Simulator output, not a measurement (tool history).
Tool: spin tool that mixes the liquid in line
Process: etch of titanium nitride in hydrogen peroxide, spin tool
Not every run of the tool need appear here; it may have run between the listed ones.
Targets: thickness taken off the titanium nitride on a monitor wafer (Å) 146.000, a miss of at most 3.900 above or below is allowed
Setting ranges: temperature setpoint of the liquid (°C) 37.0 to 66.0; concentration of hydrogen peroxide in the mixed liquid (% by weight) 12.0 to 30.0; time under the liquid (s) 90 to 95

run,hour,temperature setpoint of the liquid (°C),concentration of hydrogen peroxide in the mixed liquid (% by weight),time under the liquid (s),thickness taken off the titanium nitride on a monitor wafer (Å)
1,0.0,53.0,21.0,90,97.384
2,2.8,53.0,25.0,90,101.840
3,6.4,53.5,25.0,90,105.940
4,15.1,54.0,25.0,90,109.990
5,19.1,48.5,25.0,90,74.542
6,21.0,50.0,25.0,90,82.369
7,23.7,51.0,25.0,90,88.403
8,24.6,59.0,25.5,90,154.820
9,26.8,58.5,25.5,90,151.530

5 candidate next runs follow, results not yet known. Just one meets every target within its allowed miss. Identify it.
A,29.0,59.0,24.5,90,?
B,29.0,57.0,27.5,90,?
C,29.0,57.5,28.0,95,?
D,29.0,58.0,20.0,95,?
E,29.0,58.5,24.5,95,?

move,thickness taken off the titanium nitride on a monitor wafer (Å)
A,154.510
B,138.100
C,151.500
D,145.750
E,157.600
A: lands further from the targets than the last run did
B: the result that was furthest off in the last run now lies on the other side of its target
C: roughly where the last run was
D: every result within its allowed miss
E: lands further from the targets than the last run did
Move D is the one to make.

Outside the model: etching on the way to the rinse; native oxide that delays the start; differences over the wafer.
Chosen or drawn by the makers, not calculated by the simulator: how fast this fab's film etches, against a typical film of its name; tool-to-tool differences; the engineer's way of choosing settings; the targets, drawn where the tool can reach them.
